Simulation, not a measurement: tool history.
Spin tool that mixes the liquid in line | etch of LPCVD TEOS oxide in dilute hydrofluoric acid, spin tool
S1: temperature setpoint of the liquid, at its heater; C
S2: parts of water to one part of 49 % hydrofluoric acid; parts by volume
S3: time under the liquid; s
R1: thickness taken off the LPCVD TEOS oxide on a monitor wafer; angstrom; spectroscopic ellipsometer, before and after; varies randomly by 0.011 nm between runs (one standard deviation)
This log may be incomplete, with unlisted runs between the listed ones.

run 1 day=0.000 | S1=25.0 S2=215 S3=25 | R1=33.313
run 2 day=0.129 | S1=25.0 S2=165 S3=25 | R1=45.615
run 3 day=0.171 | S1=23.0 S2=205 S3=25 | R1=32.379
run 4 day=0.367 | S1=26.0 S2=205 S3=25 | R1=36.381
run 5 day=0.583 | S1=23.5 S2=230 S3=25 | R1=28.849
run 6 day=0.933 | S1=25.0 S2=230 S3=25 | R1=29.956
run 7 day=1.221 | S1=21.0 S2=315 S3=25 | R1=17.666
run 8 day=1.533 | S1=20.0 S2=315 S3=25 | R1=16.920
run 9 day=1.892 | S1=19.5 S2=315 S3=25 | R1=16.754

What does the tool deliver on the next run?
run 10 day=2.021 | S1=19.0 S2=315 S3=25 | R1=?

Run 10 came out at R1 16.429 angstrom.
